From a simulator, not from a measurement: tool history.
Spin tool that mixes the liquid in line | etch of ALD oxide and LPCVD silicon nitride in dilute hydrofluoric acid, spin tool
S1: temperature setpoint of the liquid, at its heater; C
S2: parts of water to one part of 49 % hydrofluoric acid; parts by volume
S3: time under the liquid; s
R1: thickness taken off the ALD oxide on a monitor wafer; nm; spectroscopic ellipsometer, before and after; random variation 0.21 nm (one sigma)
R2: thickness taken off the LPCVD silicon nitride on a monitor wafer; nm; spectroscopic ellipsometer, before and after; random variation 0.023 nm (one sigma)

run  hour    S1  S2   S3      R1       R2
  1   0.0  24.0  55  155  40.980  1.09660
  2   0.9  24.0  70  155  31.470  0.86087
  3   7.1  25.0  75  155  30.454  0.85216
  4  14.8  25.0  75   85  16.807  0.48132
  5  19.5  26.5  70   85  19.160  0.53780
  6  25.4  27.5  70   85  20.006  0.60950

Forecast run 7:
  7  27.4  28.5  65  85   ?   ?

{"run 7": {"R1": 22.563, "R2": 0.72566}}
